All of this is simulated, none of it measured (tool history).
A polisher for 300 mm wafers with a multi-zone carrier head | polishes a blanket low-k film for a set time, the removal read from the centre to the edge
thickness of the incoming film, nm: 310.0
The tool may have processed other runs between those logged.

run	hour	flow of slurry (ml/min)	pressure of the head's centre zone	pressure of the head's middle zone	pressure of the head's edge zone	abrasive content of the slurry	polishing time (s)	film removed at the wafer's centre (angstrom)	film removed at mid-radius (angstrom)	film removed at the wafer's edge (angstrom)
1	0	225	1	1	1	1	60	225.89	229.99	228.48
2	3.1	225	1	0.95	1	1	60	226.19	221.02	228.69
3	4	230	1.02	0.96	1.05	1.15	63	256.39	243.04	264.14
4	10.8	240	1.04	1	1.08	1.25	65	280.99	272.97	290.5
5	19.5	240	1.04	1	1.08	1.25	58	248.99	251.71	250.87
6	20.3	240	1.04	1	1.08	1.25	49	209.63	205.91	211.92
7	23.7	240	1.06	1	1.11	1.35	55	248.59	233.33	249.28
8	31.1	245	1.07	1.01	1.13	1.4	60	276.9	262.36	276.45

Expected results for the next run?
9	32.7	245	1.07	1.01	1.14	1.45	64	?	?	?

Run 9 produced film removed at the wafer's centre (angstrom) 298.37, film removed at mid-radius (angstrom) 289.91, film removed at the wafer's edge (angstrom) 304.36.
